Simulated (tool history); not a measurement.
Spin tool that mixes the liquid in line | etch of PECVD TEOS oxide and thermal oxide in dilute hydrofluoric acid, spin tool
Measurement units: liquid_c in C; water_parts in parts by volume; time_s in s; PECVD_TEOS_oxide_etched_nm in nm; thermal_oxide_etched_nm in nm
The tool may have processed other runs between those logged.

| run | hour | liquid_c | water_parts | time_s | PECVD_TEOS_oxide_etched_nm | thermal_oxide_etched_nm |
|---|---|---|---|---|---|---|
| 1 | 0 | 26 | 260 | 180 | 5.4776 | 2.9499 |
| 2 | 8.5 | 26 | 260 | 250 | 7.6015 | 4.1187 |
| 3 | 9.2 | 26 | 350 | 250 | 5.205 | 2.7974 |
| 4 | 10.5 | 26 | 350 | 280 | 5.731 | 3.085 |
| 5 | 18.5 | 26.5 | 350 | 280 | 5.8365 | 3.1683 |
| 6 | 27 | 27 | 350 | 280 | 5.9124 | 3.2464 |
| 7 | 33.7 | 27 | 350 | 280 | 5.9638 | 3.2172 |
| 8 | 38.8 | 27 | 350 | 280 | 5.9656 | 3.2452 |
| 9 | 44.3 | 27.5 | 350 | 280 | 6.0847 | 3.2979 |
| 10 | 45.9 | 28 | 350 | 280 | 6.1289 | 3.3487 |

What does the tool deliver on the next run?
| 11 | 50.7 | 29 | 345 | 280 | ? | ? |

Logged for run 11: PECVD_TEOS_oxide_etched_nm 6.4458 nm, thermal_oxide_etched_nm 3.5399 nm.
